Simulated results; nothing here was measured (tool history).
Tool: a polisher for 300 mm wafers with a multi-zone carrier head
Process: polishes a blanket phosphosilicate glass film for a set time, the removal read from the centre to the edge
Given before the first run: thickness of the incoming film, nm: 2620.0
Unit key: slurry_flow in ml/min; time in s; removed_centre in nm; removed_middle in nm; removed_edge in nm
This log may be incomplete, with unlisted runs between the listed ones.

run    day  slurry_flow  centre_zone  middle_zone  edge_zone  slurry_solids  time  removed_centre  removed_middle  removed_edge
  1  0.000          205         1.00         1.00       1.00           1.00    73          629.12          605.93        641.47
  2  0.321          155         1.00         1.00       1.00           1.00    73          584.68          582.92        618.67
  3  0.671          155         1.00         1.00       1.00           1.20    73          615.80          613.83        653.69
  4  0.821          155         0.99         1.03       0.96           1.05    71          574.60          587.41        587.90
  5  0.942          150         0.97         1.04       0.93           0.95    71          548.49          561.95        564.93
  6  1.167          150         0.96         1.08       0.91           0.85    70          530.23          547.09        528.81
  7  1.517          155         0.86         1.18       0.82           0.60    69          430.61          519.40        442.46

Run 8 comes next. What will it give?
  8  1.600          155         0.87         1.18       0.82           0.60    69               ?               ?             ?

Run 8 came out at removed_centre 431.68 nm, removed_middle 525.82 nm, removed_edge 437.56 nm.
